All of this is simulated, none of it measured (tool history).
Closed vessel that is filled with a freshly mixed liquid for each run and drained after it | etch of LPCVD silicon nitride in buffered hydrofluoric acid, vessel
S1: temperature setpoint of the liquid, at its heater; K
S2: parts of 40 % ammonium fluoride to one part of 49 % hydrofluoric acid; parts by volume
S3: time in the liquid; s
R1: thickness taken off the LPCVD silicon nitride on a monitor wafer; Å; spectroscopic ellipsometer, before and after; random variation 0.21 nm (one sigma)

| run | hour | S1 | S2 | S3 | R1 |
|---|---|---|---|---|---|
| 1 | 0.0 | 297.15 | 10.0 | 2640 | 409.98 |
| 2 | 8.8 | 297.15 | 10.0 | 2845 | 447.04 |
| 3 | 10.4 | 295.15 | 10.5 | 2845 | 381.25 |
| 4 | 19.1 | 295.15 | 8.0 | 2845 | 482.05 |
| 5 | 20.8 | 293.65 | 8.5 | 2840 | 418.11 |
| 6 | 25.7 | 292.65 | 9.0 | 2840 | 367.86 |
| 7 | 32.9 | 292.15 | 9.5 | 2840 | 350.04 |

The next listed run, before its measurement:
| 8 | 35.8 | 290.15 | 11.0 | 2835 | ? |

R1: 272.85 Å
